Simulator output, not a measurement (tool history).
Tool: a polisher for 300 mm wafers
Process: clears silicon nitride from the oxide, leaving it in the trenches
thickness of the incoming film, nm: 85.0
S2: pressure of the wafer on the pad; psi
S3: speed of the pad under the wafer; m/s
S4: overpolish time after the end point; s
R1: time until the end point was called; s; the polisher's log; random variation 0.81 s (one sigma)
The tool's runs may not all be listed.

{"run": 1, "hour": 0.0, "flow of slurry (ml/min)": 155, "S2": 2.2, "S3": 1.02, "S4": 46, "R1": 107.13}
{"run": 2, "hour": 6.1, "flow of slurry (ml/min)": 160, "S2": 2.5, "S3": 1.02, "S4": 46, "R1": 94.758}
{"run": 3, "hour": 10.5, "flow of slurry (ml/min)": 160, "S2": 2.9, "S3": 1.02, "S4": 46, "R1": 81.962}
{"run": 4, "hour": 11.7, "flow of slurry (ml/min)": 165, "S2": 3.0, "S3": 1.02, "S4": 46, "R1": 80.744}
{"run": 5, "hour": 14.5, "flow of slurry (ml/min)": 165, "S2": 3.1, "S3": 1.02, "S4": 46, "R1": 75.907}
{"run": 6, "hour": 18.0, "flow of slurry (ml/min)": 165, "S2": 3.2, "S3": 1.02, "S4": 46, "R1": 75.283}

The next listed run, before its measurement:
{"run": 7, "hour": 21.6, "flow of slurry (ml/min)": 165, "S2": 3.3, "S3": 1.02, "S4": 46, "R1": "?"}

R1: 72.055 s
